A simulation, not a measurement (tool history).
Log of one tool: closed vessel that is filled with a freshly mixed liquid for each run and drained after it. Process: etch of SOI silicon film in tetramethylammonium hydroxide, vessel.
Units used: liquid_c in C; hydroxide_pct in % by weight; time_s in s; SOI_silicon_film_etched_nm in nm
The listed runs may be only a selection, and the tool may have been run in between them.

run	hour	liquid_c	hydroxide_pct	time_s	SOI_silicon_film_etched_nm
1	0	60	12	95	359.78
2	7.4	55.5	12	95	268.67
3	11.5	55.5	12	95	268.17
4	14.1	55.5	12	95	266.52
5	19.3	55.5	13	95	260.84
6	21	55.5	14	95	250.13
7	29.8	56	14	95	255.26
8	33.9	56.5	14	95	268.52

For run 9, what comes out?
9	41	57	14	95	?

SOI_silicon_film_etched_nm: 276.58 nm
